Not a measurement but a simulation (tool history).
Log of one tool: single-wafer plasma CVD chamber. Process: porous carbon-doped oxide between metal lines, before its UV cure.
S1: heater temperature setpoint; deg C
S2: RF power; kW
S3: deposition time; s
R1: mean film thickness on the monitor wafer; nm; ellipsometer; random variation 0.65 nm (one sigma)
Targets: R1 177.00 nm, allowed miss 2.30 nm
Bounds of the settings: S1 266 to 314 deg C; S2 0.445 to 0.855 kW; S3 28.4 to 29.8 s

run,hour,S1,S2,S3,R1
1,0.0,290,0.650,29.8,199.33
2,4.6,290,0.650,29.8,198.17
3,9.0,281,0.650,29.8,211.52
4,16.2,289,0.645,29.8,200.56
5,21.4,289,0.645,29.8,199.51
6,26.2,278,0.645,29.8,214.22
7,33.7,287,0.640,29.8,199.76
8,35.1,293,0.635,29.8,192.46
9,41.4,297,0.635,29.8,187.58
10,49.4,300,0.635,29.8,183.06
11,54.1,302,0.635,29.8,181.01
12,61.7,303,0.635,29.8,179.82
13,64.8,303,0.635,29.8,180.48
14,67.3,304,0.635,29.8,179.75

Which of these 5 next moves meets every target?
A,69.8,305,0.700,28.4,?
B,69.8,309,0.710,28.5,?
C,69.8,314,0.735,28.9,?
D,69.8,303,0.615,29.8,?
E,69.8,306,0.675,29.0,?

move,R1
A,183.37
B,181.83
C,184.15
D,175.50
E,180.89
A: further off than the last run
B: further off than the last run
C: further off than the last run
D: meets every target
E: further off than the last run
Answer: D

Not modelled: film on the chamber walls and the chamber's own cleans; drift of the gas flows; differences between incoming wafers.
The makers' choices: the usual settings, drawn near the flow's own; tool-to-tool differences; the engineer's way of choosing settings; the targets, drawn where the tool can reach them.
